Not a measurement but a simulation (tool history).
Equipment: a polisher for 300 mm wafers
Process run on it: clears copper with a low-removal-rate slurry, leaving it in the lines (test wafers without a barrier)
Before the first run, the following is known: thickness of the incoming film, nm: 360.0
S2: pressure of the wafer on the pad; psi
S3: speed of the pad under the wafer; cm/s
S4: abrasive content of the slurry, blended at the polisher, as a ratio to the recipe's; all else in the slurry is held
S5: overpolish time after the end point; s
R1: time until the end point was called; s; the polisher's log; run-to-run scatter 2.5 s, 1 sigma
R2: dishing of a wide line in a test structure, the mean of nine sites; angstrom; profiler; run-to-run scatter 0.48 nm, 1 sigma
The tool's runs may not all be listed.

Run 1, day 0: flow of slurry (ml/min) 125, S2 2.4 psi, S3 132 cm/s, S4 1, S5 21 s. Result: R1 102.51 s, R2 271.3 angstrom.
Run 2, day 0.142: flow of slurry (ml/min) 140, S2 2.4 psi, S3 132 cm/s, S4 1, S5 21 s. Result: R1 103.82 s, R2 274.36 angstrom.
Run 3, day 0.188: flow of slurry (ml/min) 140, S2 2.2 psi, S3 130 cm/s, S4 1, S5 22 s. Result: R1 110.14 s, R2 268.54 angstrom.
Run 4, day 0.488: flow of slurry (ml/min) 140, S2 2 psi, S3 128 cm/s, S4 1, S5 24 s. Result: R1 117.61 s, R2 266.75 angstrom.
Run 5, day 0.629: flow of slurry (ml/min) 140, S2 2 psi, S3 128 cm/s, S4 0.9, S5 24 s. Result: R1 123.41 s, R2 261.57 angstrom.
Run 6, day 0.958: flow of slurry (ml/min) 140, S2 2 psi, S3 112 cm/s, S4 0.9, S5 24 s. Result: R1 142.51 s, R2 244.28 angstrom.

For run 7, what comes out?
Run 7, day 1.183: flow of slurry (ml/min) 140, S2 2 psi, S3 112 cm/s, S4 0.9, S5 24 s. Result: R1 ?, R2 ?.

R1: 140.01 s
R2: 246.05 angstrom

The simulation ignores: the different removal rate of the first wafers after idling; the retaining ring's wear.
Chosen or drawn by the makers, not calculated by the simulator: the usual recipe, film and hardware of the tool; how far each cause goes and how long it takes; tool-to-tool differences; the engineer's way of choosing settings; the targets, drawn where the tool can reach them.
